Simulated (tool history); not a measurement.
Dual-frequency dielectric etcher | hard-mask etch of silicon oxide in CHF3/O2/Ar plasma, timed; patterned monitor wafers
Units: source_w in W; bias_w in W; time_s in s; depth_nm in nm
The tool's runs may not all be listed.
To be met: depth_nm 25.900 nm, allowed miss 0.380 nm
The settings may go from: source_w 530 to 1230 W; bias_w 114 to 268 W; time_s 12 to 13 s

run,hour,source_w,bias_w,time_s,depth_nm
1,0.0,880,191,13,30.555
2,2.8,880,212,13,31.818
3,6.7,820,212,13,30.692
4,9.2,920,212,13,32.249
5,14.5,920,212,13,32.603
6,17.7,820,210,13,30.673
# hour 26.6: bias power generator calibrated
7,26.6,750,206,13,28.757
8,27.4,710,205,13,27.890
9,30.6,680,205,13,27.467
10,39.2,660,205,13,27.194
11,40.9,640,205,13,26.914
12,49.6,550,203,13,24.847

Which of these 4 next moves meets every target?
A,58.3,570,199,13,?
B,58.3,560,226,13,?
C,58.3,760,170,12,?
D,58.3,580,193,13,?

move,depth_nm
A,25.108
B,26.198
C,24.956
D,25.013
A: nearer than the last run, and not there yet
B: meets every target
C: nearer than the last run, and not there yet
D: nearer than the last run, and not there yet
The right move is B.
